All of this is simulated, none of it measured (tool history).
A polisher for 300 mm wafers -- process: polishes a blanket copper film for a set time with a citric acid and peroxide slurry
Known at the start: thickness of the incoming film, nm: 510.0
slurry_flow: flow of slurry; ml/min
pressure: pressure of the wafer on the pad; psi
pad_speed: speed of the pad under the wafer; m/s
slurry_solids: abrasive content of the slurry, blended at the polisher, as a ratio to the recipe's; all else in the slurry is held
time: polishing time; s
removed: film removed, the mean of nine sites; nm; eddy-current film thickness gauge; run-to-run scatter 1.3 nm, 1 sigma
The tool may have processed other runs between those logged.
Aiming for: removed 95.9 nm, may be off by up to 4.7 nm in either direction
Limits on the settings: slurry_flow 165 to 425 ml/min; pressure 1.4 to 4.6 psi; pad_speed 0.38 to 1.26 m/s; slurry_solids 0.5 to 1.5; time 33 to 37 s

| run | day | slurry_flow | pressure | pad_speed | slurry_solids | time | removed |
|---|---|---|---|---|---|---|---|
| 1 | 0 | 275 | 3 | 0.82 | 1 | 37 | 67.912 |
| 2 | 0.171 | 275 | 3.2 | 0.82 | 1 | 37 | 70.265 |
| 3 | 0.454 | 275 | 3.4 | 0.82 | 1 | 37 | 74.479 |
| 4 | 0.829 | 275 | 3.4 | 0.82 | 1.15 | 37 | 77.318 |
| 5 | 0.962 | 275 | 3.5 | 0.82 | 1.15 | 37 | 79.102 |
|  | 1.062 | slurry nozzle cleaned |
| 6 | 1.062 | 275 | 3.1 | 0.82 | 1.15 | 37 | 73.625 |
| 7 | 1.279 | 275 | 3.3 | 0.82 | 1.15 | 37 | 77.079 |
| 8 | 1.592 | 275 | 3.4 | 0.82 | 1.15 | 37 | 78.944 |

Which of these 5 next moves meets every target?
| A | 1.904 | 415 | 3.7 | 0.88 | 1.5 | 35 | ? |
| B | 1.904 | 280 | 3.4 | 0.86 | 1.3 | 37 | ? |
| C | 1.904 | 260 | 2.5 | 0.8 | 1.35 | 33 | ? |
| D | 1.904 | 295 | 3.1 | 0.68 | 1.2 | 37 | ? |
| E | 1.904 | 260 | 3.2 | 0.8 | 1.1 | 34 | ? |

| move | removed |
|---|---|
| A | 96.684 |
| B | 86.928 |
| C | 57.137 |
| D | 64.035 |
| E | 67.229 |
A: hits every target within its allowed miss
B: moves toward the targets from the last run without getting all of them in spec
C: lands further from the targets than the last run did
D: lands further from the targets than the last run did
E: lands further from the targets than the last run did
The move that meets every target is A.

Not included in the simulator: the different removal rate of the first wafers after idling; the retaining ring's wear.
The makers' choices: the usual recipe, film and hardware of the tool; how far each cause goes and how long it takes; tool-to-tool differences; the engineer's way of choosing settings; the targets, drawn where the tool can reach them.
